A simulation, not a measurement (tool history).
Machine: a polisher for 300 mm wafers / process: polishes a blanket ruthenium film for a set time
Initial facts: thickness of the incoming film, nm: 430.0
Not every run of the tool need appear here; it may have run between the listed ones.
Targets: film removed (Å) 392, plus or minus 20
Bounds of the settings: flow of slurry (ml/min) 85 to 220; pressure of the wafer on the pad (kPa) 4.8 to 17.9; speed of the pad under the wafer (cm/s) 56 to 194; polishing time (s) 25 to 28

run	hour	flow of slurry (ml/min)	pressure of the wafer on the pad (kPa)	speed of the pad under the wafer (cm/s)	polishing time (s)	film removed (Å)
1	0	140	11	124	28	295.17
2	3.1	140	11	110	28	271.84
3	6.8	140	11.7	110	28	286.94
4	11.1	140	12.4	110	28	308.88
5	17.2	155	12.4	110	28	319.28
6	21.4	155	12.4	94	28	278.41
7	29.8	155	13.1	94	28	290.5
8	36.3	155	13.8	94	28	302.72
9	42.5	160	14.5	94	28	328.35

Below are 5 possible settings for the next run. Only one of them brings all results inside the allowed miss of their targets. Which is it?
A	48.7	125	15.2	82	28	?
B	48.7	160	13.1	136	28	?
C	48.7	170	15.9	96	28	?
D	48.7	160	13.8	116	28	?
E	48.7	160	13.8	100	26	?

move	film removed (Å)
A	292.02
B	384.84
C	359.83
D	357.75
E	297.41
A: lands further from the targets than the last run did
B: hits every target within its allowed miss
C: an improvement on the last run, though not all results are within tolerance
D: an improvement on the last run, though not all results are within tolerance
E: lands further from the targets than the last run did
Correct choice: B, which meets every target
